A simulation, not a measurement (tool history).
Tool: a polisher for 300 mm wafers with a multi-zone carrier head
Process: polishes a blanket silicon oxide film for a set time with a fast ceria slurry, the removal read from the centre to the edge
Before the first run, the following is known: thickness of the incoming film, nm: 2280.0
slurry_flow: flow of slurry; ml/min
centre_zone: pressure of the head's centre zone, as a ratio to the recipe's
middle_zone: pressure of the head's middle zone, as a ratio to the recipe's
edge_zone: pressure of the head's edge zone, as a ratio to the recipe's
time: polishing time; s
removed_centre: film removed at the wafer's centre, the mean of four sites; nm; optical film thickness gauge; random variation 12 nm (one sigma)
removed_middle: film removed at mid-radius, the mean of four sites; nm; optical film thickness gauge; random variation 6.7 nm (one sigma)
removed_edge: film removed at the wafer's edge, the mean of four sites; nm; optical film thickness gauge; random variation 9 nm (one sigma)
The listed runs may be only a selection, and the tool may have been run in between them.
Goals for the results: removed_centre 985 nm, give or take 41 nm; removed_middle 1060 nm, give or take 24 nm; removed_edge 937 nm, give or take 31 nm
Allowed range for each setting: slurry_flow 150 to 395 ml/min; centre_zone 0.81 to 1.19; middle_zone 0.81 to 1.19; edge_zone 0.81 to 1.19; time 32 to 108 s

{"run": 1, "hour": 0.0, "slurry_flow": 250, "centre_zone": 1, "middle_zone": 1, "edge_zone": 1, "time": 70, "removed_centre": 808.69, "removed_middle": 841.87, "removed_edge": 836.01}
{"run": 2, "hour": 6.3, "slurry_flow": 250, "centre_zone": 1, "middle_zone": 0.94, "edge_zone": 1, "time": 70, "removed_centre": 814.92, "removed_middle": 805.05, "removed_edge": 848.59}
{"run": 3, "hour": 10.7, "slurry_flow": 265, "centre_zone": 1.02, "middle_zone": 0.99, "edge_zone": 1.02, "time": 71, "removed_centre": 844.11, "removed_middle": 851.98, "removed_edge": 866.03}
{"run": 4, "hour": 18.1, "slurry_flow": 275, "centre_zone": 1.04, "middle_zone": 1.03, "edge_zone": 1.03, "time": 72, "removed_centre": 859.93, "removed_middle": 892.69, "removed_edge": 875.33}
{"run": 5, "hour": 19.3, "slurry_flow": 285, "centre_zone": 1.06, "middle_zone": 1.06, "edge_zone": 1.04, "time": 73, "removed_centre": 902.65, "removed_middle": 924.99, "removed_edge": 892.13}
{"run": 6, "hour": 25.8, "slurry_flow": 285, "centre_zone": 1.06, "middle_zone": 1.06, "edge_zone": 1.1, "time": 73, "removed_centre": 895.81, "removed_middle": 937.76, "removed_edge": 902.34}
{"run": 7, "hour": 30.0, "slurry_flow": 295, "centre_zone": 1.07, "middle_zone": 1.08, "edge_zone": 1.1, "time": 73, "removed_centre": 919.21, "removed_middle": 945.37, "removed_edge": 928.79}
{"run": 8, "hour": 31.3, "slurry_flow": 300, "centre_zone": 1.08, "middle_zone": 1.1, "edge_zone": 1.09, "time": 74, "removed_centre": 931.17, "removed_middle": 969.97, "removed_edge": 934.2}
{"run": 9, "hour": 36.0, "slurry_flow": 295, "centre_zone": 1.09, "middle_zone": 1.12, "edge_zone": 1.07, "time": 75, "removed_centre": 952.14, "removed_middle": 994.77, "removed_edge": 939.65}
{"run": 10, "hour": 40.4, "slurry_flow": 300, "centre_zone": 1.09, "middle_zone": 1.13, "edge_zone": 1.05, "time": 75, "removed_centre": 945.02, "removed_middle": 1014.2, "removed_edge": 912.33}
{"run": 11, "hour": 42.6, "slurry_flow": 305, "centre_zone": 1.09, "middle_zone": 1.14, "edge_zone": 1.05, "time": 75, "removed_centre": 943.22, "removed_middle": 1016.4, "removed_edge": 932.57}

Of the 5 settings listed for the next run, only one would bring every result within its allowed miss of target. Which one?
{"run": "A", "hour": 44.8, "slurry_flow": 320, "centre_zone": 1.05, "middle_zone": 1.12, "edge_zone": 0.98, "time": 78, "removed_centre": "?", "removed_middle": "?", "removed_edge": "?"}
{"run": "B", "hour": 44.8, "slurry_flow": 285, "centre_zone": 1.14, "middle_zone": 1.15, "edge_zone": 1.02, "time": 84, "removed_centre": "?", "removed_middle": "?", "removed_edge": "?"}
{"run": "C", "hour": 44.8, "slurry_flow": 165, "centre_zone": 1.19, "middle_zone": 1.19, "edge_zone": 0.96, "time": 83, "removed_centre": "?", "removed_middle": "?", "removed_edge": "?"}
{"run": "D", "hour": 44.8, "slurry_flow": 375, "centre_zone": 1.09, "middle_zone": 1.06, "edge_zone": 1.03, "time": 75, "removed_centre": "?", "removed_middle": "?", "removed_edge": "?"}
{"run": "E", "hour": 44.8, "slurry_flow": 210, "centre_zone": 1.19, "middle_zone": 1.19, "edge_zone": 0.81, "time": 81, "removed_centre": "?", "removed_middle": "?", "removed_edge": "?"}

move=A removed_centre=977.85 removed_middle=1058.1 removed_edge=932.15
move=B removed_centre=1114.7 removed_middle=1153.8 removed_edge=1015.4
move=C removed_centre=1071.5 removed_middle=1108.8 removed_edge=933.28
move=D removed_centre=982.15 removed_middle=982.33 removed_edge=927.54
move=E removed_centre=1078.2 removed_middle=1112.5 removed_edge=860.43
A: all results in spec
B: moves the result that the last run missed by most past its target, out the other side
C: moves the result that the last run missed by most past its target, out the other side
D: misses by more than the last run did
E: moves the result that the last run missed by most past its target, out the other side
So the answer is move A, the one that meets all the targets.
